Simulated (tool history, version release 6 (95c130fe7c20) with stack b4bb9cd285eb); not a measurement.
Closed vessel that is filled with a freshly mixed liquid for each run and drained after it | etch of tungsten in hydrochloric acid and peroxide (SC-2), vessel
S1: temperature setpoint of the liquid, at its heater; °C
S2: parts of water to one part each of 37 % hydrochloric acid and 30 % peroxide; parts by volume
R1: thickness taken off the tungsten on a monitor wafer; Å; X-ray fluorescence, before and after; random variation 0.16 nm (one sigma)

run 1 hour=0 | S1=63 S2=7 time_in_the_liquid_(s)=95 | R1=623.99
run 2 hour=8.4 | S1=59.5 S2=7 time_in_the_liquid_(s)=95 | R1=500.29
run 3 hour=11 | S1=59.5 S2=5 time_in_the_liquid_(s)=95 | R1=644.65
run 4 hour=13.6 | S1=59.5 S2=5 time_in_the_liquid_(s)=100 | R1=676.08
run 5 hour=15.2 | S1=59.5 S2=5 time_in_the_liquid_(s)=100 | R1=682.44
run 6 hour=22.8 | S1=59.5 S2=5 time_in_the_liquid_(s)=100 | R1=676.67
run 7 hour=29.1 | S1=57 S2=5.5 time_in_the_liquid_(s)=100 | R1=548.34

The next listed run, before its measurement:
run 8 hour=37.1 | S1=55 S2=6 time_in_the_liquid_(s)=100 | R1=?

Run 8 gave R1 444.95 Å.
